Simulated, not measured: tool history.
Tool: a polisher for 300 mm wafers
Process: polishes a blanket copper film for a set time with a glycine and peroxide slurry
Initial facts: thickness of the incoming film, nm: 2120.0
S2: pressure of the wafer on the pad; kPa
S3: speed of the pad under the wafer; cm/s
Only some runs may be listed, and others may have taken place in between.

{"run": 1, "hour": 0.0, "flow of slurry (ml/min)": 215, "S2": 23.4, "S3": 78, "polishing time (s)": 36, "film removed (Å)": 1621.5}
{"run": 2, "hour": 7.2, "flow of slurry (ml/min)": 230, "S2": 24.1, "S3": 78, "polishing time (s)": 36, "film removed (Å)": 1681.3}
{"run": 3, "hour": 8.3, "flow of slurry (ml/min)": 245, "S2": 24.8, "S3": 78, "polishing time (s)": 36, "film removed (Å)": 1725.5}
{"run": 4, "hour": 9.8, "flow of slurry (ml/min)": 245, "S2": 24.8, "S3": 90, "polishing time (s)": 36, "film removed (Å)": 1923.2}
{"run": 5, "hour": 13.4, "flow of slurry (ml/min)": 195, "S2": 24.8, "S3": 90, "polishing time (s)": 36, "film removed (Å)": 1873.4}
{"run": 6, "hour": 16.0, "flow of slurry (ml/min)": 195, "S2": 29.6, "S3": 90, "polishing time (s)": 36, "film removed (Å)": 2186.7}
{"run": 7, "hour": 17.1, "flow of slurry (ml/min)": 185, "S2": 27.6, "S3": 90, "polishing time (s)": 36, "film removed (Å)": 2042.5}
{"run": 8, "hour": 18.4, "flow of slurry (ml/min)": 180, "S2": 26.2, "S3": 90, "polishing time (s)": 36, "film removed (Å)": 1930.7}
{"run": 9, "hour": 24.8, "flow of slurry (ml/min)": 170, "S2": 25.5, "S3": 90, "polishing time (s)": 36, "film removed (Å)": 1865.4}
{"run": 10, "hour": 29.6, "flow of slurry (ml/min)": 160, "S2": 25.5, "S3": 90, "polishing time (s)": 36, "film removed (Å)": 1861.7}

Estimate the outcome of run 11 from the log above:
{"run": 11, "hour": 35.7, "flow of slurry (ml/min)": 155, "S2": 25.5, "S3": 90, "polishing time (s)": 36, "film removed (Å)": "?"}

{"run 11": {"film removed (Å)": 1844.5}}
